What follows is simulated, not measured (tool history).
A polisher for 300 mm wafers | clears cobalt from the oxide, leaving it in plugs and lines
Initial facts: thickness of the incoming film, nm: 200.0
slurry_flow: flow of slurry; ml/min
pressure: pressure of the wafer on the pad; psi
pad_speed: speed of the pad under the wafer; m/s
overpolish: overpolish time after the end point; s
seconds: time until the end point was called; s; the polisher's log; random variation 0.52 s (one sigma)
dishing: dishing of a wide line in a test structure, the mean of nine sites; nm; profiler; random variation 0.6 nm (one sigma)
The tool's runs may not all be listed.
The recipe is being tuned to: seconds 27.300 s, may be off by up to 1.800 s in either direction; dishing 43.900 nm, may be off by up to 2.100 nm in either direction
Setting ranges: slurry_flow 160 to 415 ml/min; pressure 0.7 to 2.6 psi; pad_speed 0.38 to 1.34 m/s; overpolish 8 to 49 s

run 1 day=0.000 | slurry_flow=265 pressure=1.6 pad_speed=0.86 overpolish=25 | seconds=61.561 dishing=42.472
run 2 day=0.067 | slurry_flow=265 pressure=1.9 pad_speed=0.86 overpolish=25 | seconds=52.378 dishing=45.262
run 3 day=0.425 | slurry_flow=325 pressure=1.9 pad_speed=0.86 overpolish=25 | seconds=51.940 dishing=46.715
run 4 day=0.671 | slurry_flow=325 pressure=2.1 pad_speed=0.86 overpolish=25 | seconds=46.021 dishing=47.492
run 5 day=0.896 | slurry_flow=295 pressure=2.1 pad_speed=0.86 overpolish=25 | seconds=45.837 dishing=48.176
run 6 day=1.183 | slurry_flow=295 pressure=2.1 pad_speed=0.86 overpolish=30 | seconds=46.769 dishing=51.031
run 7 day=1.396 | slurry_flow=295 pressure=2.6 pad_speed=1.00 overpolish=18 | seconds=32.128 dishing=47.664
run 8 day=1.517 | slurry_flow=295 pressure=2.6 pad_speed=1.02 overpolish=17 | seconds=32.713 dishing=46.784
run 9 day=1.796 | slurry_flow=295 pressure=2.6 pad_speed=1.04 overpolish=16 | seconds=31.985 dishing=45.863
run 10 day=1.821 | slurry_flow=295 pressure=2.6 pad_speed=1.06 overpolish=15 | seconds=30.271 dishing=46.064
run 11 day=2.012 | slurry_flow=295 pressure=2.6 pad_speed=1.12 overpolish=12 | seconds=29.227 dishing=42.735

Exercise: of the 5 proposed moves below, exactly one satisfies all targets within the stated allowed misses. Which move is it?
run A day=2.204 | slurry_flow=220 pressure=2.6 pad_speed=1.24 overpolish=12 | seconds=? dishing=?
run B day=2.204 | slurry_flow=350 pressure=2.4 pad_speed=1.08 overpolish=16 | seconds=? dishing=?
run C day=2.204 | slurry_flow=320 pressure=2.4 pad_speed=1.16 overpolish=13 | seconds=? dishing=?
run D day=2.204 | slurry_flow=280 pressure=2.6 pad_speed=1.32 overpolish=8 | seconds=? dishing=?
run E day=2.204 | slurry_flow=295 pressure=2.6 pad_speed=1.06 overpolish=14 | seconds=? dishing=?

move=A seconds=27.709 dishing=43.615
move=B seconds=32.129 dishing=46.094
move=C seconds=30.275 dishing=43.500
move=D seconds=25.094 dishing=37.714
move=E seconds=30.881 dishing=44.474
A: all results land within tolerance of their targets
B: further off than the last run
C: further off than the last run
D: carries the result that was furthest off beyond its target, to the other side
E: further off than the last run
Go with A: it meets all targets.
